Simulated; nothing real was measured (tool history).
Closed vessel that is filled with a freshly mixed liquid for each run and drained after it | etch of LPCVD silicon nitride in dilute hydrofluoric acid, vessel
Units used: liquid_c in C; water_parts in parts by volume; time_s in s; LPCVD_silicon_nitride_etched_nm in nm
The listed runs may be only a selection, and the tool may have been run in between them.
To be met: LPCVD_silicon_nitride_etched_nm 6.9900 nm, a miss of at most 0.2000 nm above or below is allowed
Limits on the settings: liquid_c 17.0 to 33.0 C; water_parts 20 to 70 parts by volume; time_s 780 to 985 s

run  hour  liquid_c  water_parts  time_s  LPCVD_silicon_nitride_etched_nm
  1   0.0      25.0           40     985                          10.3370
  2   4.0      23.5           40     985                           9.2636
  3   9.3      27.0           40     985                          11.6660
  4  14.7      23.5           40     985                           9.1794
  5  23.0      23.5           30     985                          12.2990
  6  29.6      21.5           30     985                          10.6310
  7  31.1      20.0           30     985                           9.6725
  8  37.4      19.0           30     985                           9.0636
  9  45.1      18.5           30     985                           8.7570
 10  53.7      18.0           30     985                           8.5034
 11  59.3      17.5           30     985                           8.0206
 12  63.9      17.0           30     985                           7.7784
 13  67.0      17.0           35     985                           6.7483

Exercise: of the 5 proposed moves below, exactly one satisfies all targets within the stated allowed misses. Which move is it?
  A  70.1      17.5           30     905                                ?
  B  70.1      20.0           45     985                                ?
  C  70.1      17.5           35     920                                ?
  D  70.1      17.5           30     855                                ?
  E  70.1      17.0           25     795                                ?

move  LPCVD_silicon_nitride_etched_nm
   A                           7.5632
   B                           6.6374
   C                           6.6291
   D                           7.1453
   E                           7.6326
A: takes the result that was furthest off past its target
B: the biggest miss grows against the last run
C: the biggest miss grows against the last run
D: all results in spec
E: takes the result that was furthest off past its target
Go with D: it meets all targets.
